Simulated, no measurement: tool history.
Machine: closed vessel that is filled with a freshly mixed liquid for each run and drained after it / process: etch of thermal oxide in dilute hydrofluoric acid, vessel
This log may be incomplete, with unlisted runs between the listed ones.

run,hour,temperature setpoint of the liquid (K),parts of water to one part of 49 % hydrofluoric acid (parts by volume),time in the liquid (s),thickness taken off the thermal oxide on a monitor wafer (angstrom)
1,0.0,297.15,180,1160,251.79
2,6.1,295.15,180,1160,232.44
3,13.2,296.65,165,1160,273.56
4,19.3,297.65,155,1160,306.89
5,26.5,297.65,155,1160,307.03
6,35.3,299.15,155,1160,324.07
7,39.9,300.15,145,1160,363.98
8,43.7,300.65,135,1160,405.03
9,47.5,301.15,130,1160,428.67
10,50.8,301.65,125,1160,458.48

What will run 11 give?
11,55.7,302.15,120,1160,?

Run 11 came out at thickness taken off the thermal oxide on a monitor wafer (angstrom) 490.61.
